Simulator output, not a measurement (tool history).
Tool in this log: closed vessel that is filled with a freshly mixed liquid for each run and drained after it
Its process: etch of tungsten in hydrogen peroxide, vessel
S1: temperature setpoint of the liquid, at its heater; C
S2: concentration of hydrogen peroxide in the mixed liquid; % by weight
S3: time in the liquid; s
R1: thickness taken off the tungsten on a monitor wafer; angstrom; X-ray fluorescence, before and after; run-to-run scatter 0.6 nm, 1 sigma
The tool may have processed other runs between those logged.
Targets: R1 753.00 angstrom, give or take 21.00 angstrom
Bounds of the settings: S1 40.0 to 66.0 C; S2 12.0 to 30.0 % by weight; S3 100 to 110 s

{"run": 1, "hour": 0.0, "S1": 56.0, "S2": 21.0, "S3": 100, "R1": 1241.8}
{"run": 2, "hour": 6.1, "S1": 55.0, "S2": 21.0, "S3": 100, "R1": 1178.0}
{"run": 3, "hour": 12.8, "S1": 55.0, "S2": 19.0, "S3": 100, "R1": 1110.9}
{"run": 4, "hour": 18.0, "S1": 59.5, "S2": 19.0, "S3": 100, "R1": 1471.2}
{"run": 5, "hour": 18.6, "S1": 59.5, "S2": 22.5, "S3": 100, "R1": 1562.7}
{"run": 6, "hour": 20.6, "S1": 52.5, "S2": 22.5, "S3": 100, "R1": 1044.0}
{"run": 7, "hour": 25.3, "S1": 52.0, "S2": 22.5, "S3": 100, "R1": 1011.9}
{"run": 8, "hour": 33.0, "S1": 51.5, "S2": 22.5, "S3": 100, "R1": 964.71}
{"run": 9, "hour": 37.4, "S1": 51.0, "S2": 22.5, "S3": 100, "R1": 950.69}
{"run": 10, "hour": 40.3, "S1": 50.5, "S2": 22.5, "S3": 100, "R1": 926.0}
{"run": 11, "hour": 47.1, "S1": 46.5, "S2": 22.5, "S3": 100, "R1": 718.64}

Exactly one of the 5 candidate moves below puts every result within its allowed miss. Which one?
{"run": "A", "hour": 53.9, "S1": 45.5, "S2": 19.0, "S3": 110, "R1": "?"}
{"run": "B", "hour": 53.9, "S1": 44.0, "S2": 24.5, "S3": 110, "R1": "?"}
{"run": "C", "hour": 53.9, "S1": 44.5, "S2": 25.5, "S3": 110, "R1": "?"}
{"run": "D", "hour": 53.9, "S1": 44.5, "S2": 19.0, "S3": 110, "R1": "?"}
{"run": "E", "hour": 53.9, "S1": 46.5, "S2": 22.0, "S3": 100, "R1": "?"}

move=A R1=689.31
move=B R1=712.00
move=C R1=749.76
move=D R1=647.19
move=E R1=717.91
A: its largest miss is bigger than the last run's
B: its largest miss is bigger than the last run's
C: hits every target within its allowed miss
D: its largest miss is bigger than the last run's
E: about the same distance from the targets as the last run
C is the move that brings every result within its allowed miss.
